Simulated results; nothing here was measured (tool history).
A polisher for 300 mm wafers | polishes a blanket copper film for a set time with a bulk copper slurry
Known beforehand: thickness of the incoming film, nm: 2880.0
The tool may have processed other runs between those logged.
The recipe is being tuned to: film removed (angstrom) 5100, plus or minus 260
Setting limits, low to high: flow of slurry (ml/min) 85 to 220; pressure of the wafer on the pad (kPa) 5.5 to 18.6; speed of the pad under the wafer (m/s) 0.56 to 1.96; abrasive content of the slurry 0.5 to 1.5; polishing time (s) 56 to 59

run  hour  flow of slurry (ml/min)  pressure of the wafer on the pad (kPa)  speed of the pad under the wafer (m/s)  abrasive content of the slurry  polishing time (s)  film removed (angstrom)
  1     0                      140                                    11.7                                    1.26                               1                  56                   3721.7
  2   0.9                      140                                    11.7                                    1.08                               1                  56                     3240
  3   7.3                      140                                    12.4                                    1.08                               1                  56                   3305.8
  4  12.4                      140                                    12.4                                    0.84                               1                  56                   2635.9
  5  17.9                      140                                    12.4                                    0.84                             1.1                  56                   2747.2
  6  24.8                      140                                    13.8                                    0.88                             1.1                  56                     3099
  7  28.2                      140                                    14.5                                    0.92                             1.1                  56                   3286.4
  8  34.6                      140                                    15.2                                    0.96                             1.1                  56                   3574.2
  9  40.9                      140                                    15.2                                    0.96                             1.1                  56                   3611.1
 10  48.7                      140                                    15.9                                    0.98                             1.1                  56                   3893.5
 11  56.5                      140                                    16.5                                       1                             1.1                  56                   3974.4
 12  62.6                      140                                    17.2                                    1.02                             1.1                  56                   4089.2
 13  64.4                      140                                    17.2                                    1.06                             1.1                  56                     4427
 14  67.2                      140                                    17.2                                    1.08                             1.1                  56                     4518
 15  74.8                      145                                    17.9                                     1.1                             1.1                  56                   4686.9
 16  83.7                      145                                    17.9                                    1.12                             1.1                  56                     4691

Exercise: of the 4 proposed moves below, exactly one satisfies all targets within the stated allowed misses. Which move is it?
  A  92.6                      145                                    15.9                                    1.16                               1                  56                        ?
  B  92.6                      160                                    18.6                                       1                            1.15                  57                        ?
  C  92.6                      125                                    15.2                                     1.2                            0.95                  59                        ?
  D  92.6                      155                                    16.5                                    1.14                             1.2                  59                        ?

move  film removed (angstrom)
   A                   4435.8
   B                   4683.4
   C                   4486.5
   D                   5014.8
A: further off than the last run
B: no better and no worse than the last run
C: further off than the last run
D: each result inside its tolerance
Move D is the one to make.
